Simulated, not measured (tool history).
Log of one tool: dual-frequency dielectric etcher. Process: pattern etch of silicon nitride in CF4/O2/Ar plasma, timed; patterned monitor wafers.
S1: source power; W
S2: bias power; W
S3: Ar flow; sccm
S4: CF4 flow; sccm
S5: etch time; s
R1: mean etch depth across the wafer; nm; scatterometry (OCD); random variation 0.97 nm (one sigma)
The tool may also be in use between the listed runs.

run 1 hour=0 | S1=520 S2=45 S3=81 S4=95 S5=208 | R1=415.88
run 2 hour=1.8 | S1=520 S2=45 S3=89 S4=95 S5=208 | R1=410.15
run 3 hour=5.4 | S1=560 S2=45 S3=89 S4=95 S5=208 | R1=438.2
run 4 hour=13.5 | S1=560 S2=45 S3=103 S4=95 S5=208 | R1=426.94
run 5 hour=15.6 | S1=530 S2=45 S3=103 S4=95 S5=208 | R1=406.12
run 6 hour=24.6 | S1=510 S2=45 S3=103 S4=95 S5=208 | R1=390.92

Forecast run 7:
run 7 hour=28.9 | S1=490 S2=45 S3=103 S4=95 S5=208 | R1=?

Run 7 gave R1 375.98 nm.
